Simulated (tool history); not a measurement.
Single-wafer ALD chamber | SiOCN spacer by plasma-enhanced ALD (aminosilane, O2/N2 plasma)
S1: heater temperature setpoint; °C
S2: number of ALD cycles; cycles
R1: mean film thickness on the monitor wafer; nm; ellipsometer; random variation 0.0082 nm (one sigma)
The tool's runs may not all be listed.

{"run": 1, "day": 0.0, "S1": 415, "S2": 59, "R1": 3.5585}
{"run": 2, "day": 0.133, "S1": 415, "S2": 63, "R1": 3.7959}
{"run": 3, "day": 0.467, "S1": 419, "S2": 63, "R1": 3.7436}
{"run": 4, "day": 0.538, "S1": 421, "S2": 61, "R1": 3.5851}
{"run": 5, "day": 0.608, "S1": 426, "S2": 61, "R1": 3.5499}
{"run": 6, "day": 0.742, "S1": 426, "S2": 54, "R1": 3.1511}
{"run": 7, "day": 1.054, "S1": 427, "S2": 53, "R1": 3.0775}
{"run": 8, "day": 1.354, "S1": 428, "S2": 52, "R1": 2.9911}
{"run": 9, "day": 1.596, "S1": 429, "S2": 52, "R1": 2.981}
{"run": 10, "day": 1.958, "S1": 430, "S2": 52, "R1": 2.9678}
{"run": 11, "day": 2.154, "S1": 431, "S2": 52, "R1": 2.9906}
{"run": 12, "day": 2.488, "S1": 431, "S2": 51, "R1": 2.933}
{"run": 13, "day": 2.617, "S1": 431, "S2": 51, "R1": 2.8996}
{"run": 14, "day": 2.75, "S1": 432, "S2": 51, "R1": 2.8926}

Forecast run 15:
{"run": 15, "day": 3.083, "S1": 433, "S2": 51, "R1": "?"}

Run 15 gave R1 2.903 nm.

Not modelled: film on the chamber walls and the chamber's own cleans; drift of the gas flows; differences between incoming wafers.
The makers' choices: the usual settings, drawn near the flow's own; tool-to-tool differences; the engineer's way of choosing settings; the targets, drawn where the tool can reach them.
